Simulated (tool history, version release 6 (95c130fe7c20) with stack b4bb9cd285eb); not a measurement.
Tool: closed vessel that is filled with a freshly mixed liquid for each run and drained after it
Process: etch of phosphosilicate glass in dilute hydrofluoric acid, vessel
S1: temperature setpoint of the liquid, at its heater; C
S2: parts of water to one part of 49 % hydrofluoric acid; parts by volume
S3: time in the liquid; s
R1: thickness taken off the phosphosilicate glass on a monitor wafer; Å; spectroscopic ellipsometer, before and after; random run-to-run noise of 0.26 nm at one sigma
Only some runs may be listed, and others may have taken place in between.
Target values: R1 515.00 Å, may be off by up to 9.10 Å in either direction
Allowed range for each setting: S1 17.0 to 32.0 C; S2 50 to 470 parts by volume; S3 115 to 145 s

run 1 hour=0.0 | S1=24.0 S2=260 S3=145 | R1=286.24
run 2 hour=8.0 | S1=25.0 S2=255 S3=145 | R1=299.15
run 3 hour=16.7 | S1=25.5 S2=245 S3=145 | R1=323.53
run 4 hour=17.9 | S1=26.0 S2=240 S3=145 | R1=339.45
run 5 hour=23.4 | S1=26.0 S2=280 S3=145 | R1=277.16
run 6 hour=32.1 | S1=26.0 S2=280 S3=115 | R1=220.31
run 7 hour=37.3 | S1=26.5 S2=265 S3=115 | R1=239.17
run 8 hour=41.6 | S1=26.5 S2=250 S3=115 | R1=259.11
run 9 hour=45.3 | S1=26.5 S2=235 S3=115 | R1=278.38
run 10 hour=46.6 | S1=27.0 S2=220 S3=115 | R1=309.95
run 11 hour=53.0 | S1=27.5 S2=210 S3=115 | R1=331.58
run 12 hour=55.0 | S1=27.5 S2=210 S3=115 | R1=333.67
run 13 hour=62.0 | S1=28.0 S2=205 S3=115 | R1=348.49
run 14 hour=68.3 | S1=28.5 S2=200 S3=115 | R1=366.91
run 15 hour=76.5 | S1=29.0 S2=195 S3=115 | R1=385.21
run 16 hour=83.5 | S1=29.5 S2=190 S3=115 | R1=404.81
run 17 hour=90.4 | S1=29.5 S2=185 S3=115 | R1=416.79

Next run, 5 choices. One meets every target within its allowed miss, the rest don't. Which?
run A hour=97.3 | S1=29.5 S2=185 S3=125 | R1=?
run B hour=97.3 | S1=29.5 S2=145 S3=115 | R1=?
run C hour=97.3 | S1=30.0 S2=180 S3=135 | R1=?
run D hour=97.3 | S1=32.0 S2=210 S3=140 | R1=?
run E hour=97.3 | S1=28.5 S2=200 S3=140 | R1=?

move=A R1=457.04
move=B R1=564.42
move=C R1=519.53
move=D R1=476.24
move=E R1=448.90
A: better than the last run, though not everything is in spec
B: pushes the last run's worst result past its target
C: every result lands within tolerance
D: better than the last run, though not everything is in spec
E: better than the last run, though not everything is in spec
The move that meets every target is C.

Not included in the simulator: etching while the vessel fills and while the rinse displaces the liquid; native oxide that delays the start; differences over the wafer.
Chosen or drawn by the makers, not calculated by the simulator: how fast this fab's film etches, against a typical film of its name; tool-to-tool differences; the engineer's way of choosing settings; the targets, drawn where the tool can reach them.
